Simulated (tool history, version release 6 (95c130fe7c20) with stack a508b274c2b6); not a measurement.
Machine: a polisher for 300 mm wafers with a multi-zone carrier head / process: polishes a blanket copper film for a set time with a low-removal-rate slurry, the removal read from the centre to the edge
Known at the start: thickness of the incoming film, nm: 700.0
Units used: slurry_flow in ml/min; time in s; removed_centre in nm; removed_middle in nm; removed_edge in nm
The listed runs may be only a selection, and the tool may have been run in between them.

run 1 hour=0 | slurry_flow=315 centre_zone=1 middle_zone=1 edge_zone=1 slurry_solids=1 time=39 | removed_centre=150.99 removed_middle=162.7 removed_edge=155.18
run 2 hour=4.6 | slurry_flow=315 centre_zone=1 middle_zone=1 edge_zone=1 slurry_solids=1.1 time=39 | removed_centre=154.3 removed_middle=163.02 removed_edge=157.25
run 3 hour=10.5 | slurry_flow=315 centre_zone=1 middle_zone=1.05 edge_zone=1 slurry_solids=1.1 time=39 | removed_centre=154.39 removed_middle=171.61 removed_edge=156.99
run 4 hour=14.2 | slurry_flow=310 centre_zone=0.99 middle_zone=1.01 edge_zone=1 slurry_solids=1 time=37 | removed_centre=144.26 removed_middle=152.96 removed_edge=146.89
run 5 hour=21.3 | slurry_flow=310 centre_zone=0.99 middle_zone=1.01 edge_zone=1.04 slurry_solids=1 time=37 | removed_centre=141.83 removed_middle=150.17 removed_edge=150.45
run 6 hour=24.4 | slurry_flow=310 centre_zone=0.99 middle_zone=0.95 edge_zone=1.04 slurry_solids=1 time=37 | removed_centre=143.88 removed_middle=147.03 removed_edge=149.03
run 7 hour=28.2 | slurry_flow=305 centre_zone=0.97 middle_zone=0.93 edge_zone=1.04 slurry_solids=0.9 time=36 | removed_centre=133.23 removed_middle=133.24 removed_edge=144.93
run 8 hour=29.1 | slurry_flow=305 centre_zone=0.96 middle_zone=0.93 edge_zone=1.02 slurry_solids=0.85 time=35 | removed_centre=125.75 removed_middle=127.62 removed_edge=137.4
run 9 hour=29.6 | slurry_flow=305 centre_zone=0.95 middle_zone=0.92 edge_zone=0.99 slurry_solids=0.8 time=35 | removed_centre=123.1 removed_middle=130.35 removed_edge=134.64

Expected results for the next run?
run 10 hour=31.7 | slurry_flow=300 centre_zone=0.95 middle_zone=0.9 edge_zone=0.99 slurry_solids=0.75 time=34 | removed_centre=? removed_middle=? removed_edge=?

removed_centre: 120.09 nm
removed_middle: 122.11 nm
removed_edge: 129.9 nm
